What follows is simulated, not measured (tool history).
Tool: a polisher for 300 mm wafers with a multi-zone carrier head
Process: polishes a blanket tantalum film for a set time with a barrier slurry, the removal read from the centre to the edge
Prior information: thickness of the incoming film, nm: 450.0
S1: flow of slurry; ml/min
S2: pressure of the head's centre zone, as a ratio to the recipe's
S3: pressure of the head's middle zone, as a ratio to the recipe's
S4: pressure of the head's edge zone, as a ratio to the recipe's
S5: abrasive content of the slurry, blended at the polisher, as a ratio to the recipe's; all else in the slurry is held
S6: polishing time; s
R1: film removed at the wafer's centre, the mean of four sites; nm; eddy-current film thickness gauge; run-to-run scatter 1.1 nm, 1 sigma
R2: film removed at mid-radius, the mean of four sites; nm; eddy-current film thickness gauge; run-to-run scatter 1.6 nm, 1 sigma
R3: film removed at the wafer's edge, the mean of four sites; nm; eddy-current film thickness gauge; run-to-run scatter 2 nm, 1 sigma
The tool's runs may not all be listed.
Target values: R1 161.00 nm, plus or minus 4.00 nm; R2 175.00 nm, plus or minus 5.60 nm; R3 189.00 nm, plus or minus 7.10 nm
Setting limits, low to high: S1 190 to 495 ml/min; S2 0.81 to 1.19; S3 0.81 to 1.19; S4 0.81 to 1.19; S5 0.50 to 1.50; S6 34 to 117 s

run  hour   S1    S2    S3    S4    S5  S6      R1      R2      R3
  1   0.0  320  1.00  1.00  1.00  1.00  75  167.16  165.08  169.10
  2   7.4  320  0.98  1.01  1.04  1.05  75  168.09  173.34  173.66
  3   9.7  320  0.98  1.06  1.04  1.05  75  166.48  179.62  172.69
  4  13.3  320  0.98  1.14  1.04  1.05  75  168.69  188.39  173.83
  5  16.5  320  0.98  1.14  1.04  1.05  91  202.55  230.66  211.90
     22.5  -- worn pad replaced by a new one
  6  22.5  320  0.98  1.14  0.96  1.05  91  231.54  254.98  228.36
  7  29.8  320  0.98  1.14  0.96  1.05  91  230.64  256.95  224.53
  8  37.3  320  0.97  1.10  1.00  1.00  91  220.23  240.14  229.54
  9  38.6  295  0.87  1.00  0.90  0.75  89  183.12  201.54  197.46

Which single option among these 4 for the next run brings every result within its allowed miss of target? Just one does.
  A  39.9  265  0.81  0.91  0.97  0.75  85   ?   ?   ?
  B  39.9  255  0.84  0.91  1.00  0.75  77   ?   ?   ?
  C  39.9  280  0.82  0.82  0.98  0.95  78   ?   ?   ?
  D  39.9  275  0.92  0.97  0.99  0.80  74   ?   ?   ?

move      R1      R2      R3
   A  162.09  178.39  192.08
   B  150.87  161.17  176.24
   C  161.69  161.71  190.74
   D  160.49  167.45  172.46
A: every result lands within tolerance
B: takes the result that was furthest off past its target
C: puts the biggest miss on target and leaves a different result outside tolerance
D: puts the biggest miss on target and leaves a different result outside tolerance
Go with A: it meets all targets.

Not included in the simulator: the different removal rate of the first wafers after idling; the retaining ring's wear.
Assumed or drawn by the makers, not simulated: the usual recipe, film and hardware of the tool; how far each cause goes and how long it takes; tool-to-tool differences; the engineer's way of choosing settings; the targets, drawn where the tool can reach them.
